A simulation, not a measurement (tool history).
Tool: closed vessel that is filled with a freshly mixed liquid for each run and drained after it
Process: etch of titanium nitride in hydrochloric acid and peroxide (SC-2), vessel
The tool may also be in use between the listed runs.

run,hour,temperature setpoint of the liquid (C),parts of water to one part each of 37 % hydrochloric acid and 30 % peroxide (parts by volume),time in the liquid (s),thickness taken off the titanium nitride on a monitor wafer (angstrom)
1,0,53,7,160,110.52
2,4.7,53,7,170,117.69
3,12.2,53,7,170,117.01
4,14.3,51,7,170,103.11
5,15.6,49.5,7,170,93.003
6,22.5,49.5,7,170,92.995
7,23.2,49.5,7,170,93.527
8,28,48,7,170,84.131
9,36.6,47,7,170,78.503

Forecast run 10:
10,44.1,46,7,170,?

{"run 10": {"thickness taken off the titanium nitride on a monitor wafer (angstrom)": 73.66}}
